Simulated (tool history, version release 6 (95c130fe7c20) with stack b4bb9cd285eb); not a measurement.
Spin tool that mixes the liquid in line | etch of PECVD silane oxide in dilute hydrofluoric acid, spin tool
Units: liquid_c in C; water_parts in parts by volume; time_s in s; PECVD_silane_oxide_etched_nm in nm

Run 1, hour 0.0: liquid_c 25.0 C, water_parts 150 parts by volume, time_s 105 s. Result: PECVD_silane_oxide_etched_nm 25.868 nm.
Run 2, hour 7.0: liquid_c 25.0 C, water_parts 150 parts by volume, time_s 105 s. Result: PECVD_silane_oxide_etched_nm 25.839 nm.
Run 3, hour 15.2: liquid_c 25.0 C, water_parts 180 parts by volume, time_s 105 s. Result: PECVD_silane_oxide_etched_nm 20.827 nm.
Run 4, hour 17.4: liquid_c 26.0 C, water_parts 170 parts by volume, time_s 105 s. Result: PECVD_silane_oxide_etched_nm 22.971 nm.
Run 5, hour 19.6: liquid_c 24.0 C, water_parts 170 parts by volume, time_s 105 s. Result: PECVD_silane_oxide_etched_nm 21.531 nm.
Run 6, hour 25.9: liquid_c 24.0 C, water_parts 205 parts by volume, time_s 105 s. Result: PECVD_silane_oxide_etched_nm 16.988 nm.
Run 7, hour 28.4: liquid_c 25.0 C, water_parts 190 parts by volume, time_s 105 s. Result: PECVD_silane_oxide_etched_nm 19.469 nm.
Run 8, hour 36.1: liquid_c 26.0 C, water_parts 175 parts by volume, time_s 105 s. Result: PECVD_silane_oxide_etched_nm 22.466 nm.
Run 9, hour 43.4: liquid_c 27.0 C, water_parts 165 parts by volume, time_s 105 s. Result: PECVD_silane_oxide_etched_nm 25.223 nm.
Run 10, hour 48.1: liquid_c 28.0 C, water_parts 160 parts by volume, time_s 105 s. Result: PECVD_silane_oxide_etched_nm 26.865 nm.
Run 11, hour 52.4: liquid_c 32.0 C, water_parts 105 parts by volume, time_s 105 s. Result: PECVD_silane_oxide_etched_nm 51.057 nm.

Run 12 comes next. What will it give?
Run 12, hour 55.1: liquid_c 31.5 C, water_parts 105 parts by volume, time_s 105 s. Result: PECVD_silane_oxide_etched_nm ?.

Run 12 gave PECVD_silane_oxide_etched_nm 50.248 nm.
